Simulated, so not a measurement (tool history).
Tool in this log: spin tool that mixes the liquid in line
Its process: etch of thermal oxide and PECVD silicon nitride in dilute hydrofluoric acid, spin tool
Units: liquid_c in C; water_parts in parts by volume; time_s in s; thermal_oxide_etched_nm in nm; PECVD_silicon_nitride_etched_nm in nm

run  hour  liquid_c  water_parts  time_s  thermal_oxide_etched_nm  PECVD_silicon_nitride_etched_nm
  1   0.0      24.0          170     180                   5.1193                           2.9050
  2   4.9      25.5          180     185                   5.1951                           3.0591
  3   7.6      25.5          130     185                   7.5079                           4.2328
  4  10.8      26.5          155     190                   6.5643                           3.8650
  5  19.7      27.5          170     195                   6.2916                           3.8680
  6  25.0      28.5          185     200                   5.9949                           3.9146
  7  25.8      28.5          185     200                   5.9893                           3.8692
  8  27.0      29.0          195     200                   5.7584                           3.7570

Forecast run 9:
  9  28.4      29.0          195     200                        ?                                ?

thermal_oxide_etched_nm: 5.7332 nm
PECVD_silicon_nitride_etched_nm: 3.8076 nm
